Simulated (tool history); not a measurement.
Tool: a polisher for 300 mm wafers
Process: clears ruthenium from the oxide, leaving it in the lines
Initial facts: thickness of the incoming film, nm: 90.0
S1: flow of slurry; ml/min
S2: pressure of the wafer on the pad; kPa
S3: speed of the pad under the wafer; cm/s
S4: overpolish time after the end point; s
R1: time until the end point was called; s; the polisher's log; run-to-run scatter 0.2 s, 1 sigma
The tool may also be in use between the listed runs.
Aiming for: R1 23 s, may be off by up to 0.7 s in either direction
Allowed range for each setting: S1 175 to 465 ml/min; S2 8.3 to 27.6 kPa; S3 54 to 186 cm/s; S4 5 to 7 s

| run | hour | S1 | S2 | S3 | S4 | R1 |
|---|---|---|---|---|---|---|
| 1 | 0 | 295 | 17.9 | 118 | 7 | 43.439 |
| 2 | 6.9 | 295 | 20.7 | 122 | 7 | 36.531 |
| 3 | 12.6 | 230 | 20.7 | 122 | 7 | 37.651 |
| 4 | 20.3 | 245 | 22.8 | 126 | 7 | 32.927 |
| 5 | 28.7 | 310 | 22.8 | 126 | 7 | 32.384 |
| 6 | 34.6 | 310 | 25.5 | 126 | 7 | 29.23 |
| 7 | 39.2 | 310 | 26.2 | 132 | 7 | 27.157 |
| 8 | 42 | 310 | 26.9 | 136 | 7 | 25.646 |
| 9 | 44.1 | 310 | 26.9 | 140 | 7 | 25.377 |
| 10 | 50.1 | 310 | 26.9 | 144 | 7 | 24.926 |

Consider the 4 candidate settings below. Which is the only one whose results all fall within their allowed miss of target?
| A | 56.1 | 245 | 22.1 | 166 | 5 | ? |
| B | 56.1 | 240 | 26.2 | 168 | 7 | ? |
| C | 56.1 | 305 | 21.4 | 164 | 5 | ? |
| D | 56.1 | 360 | 27.6 | 128 | 7 | ? |

| move | R1 |
|---|---|
| A | 27.64 |
| B | 23.198 |
| C | 28.107 |
| D | 26.312 |
A: further off than the last run
B: meets every target
C: further off than the last run
D: further off than the last run
The move that meets every target is B.
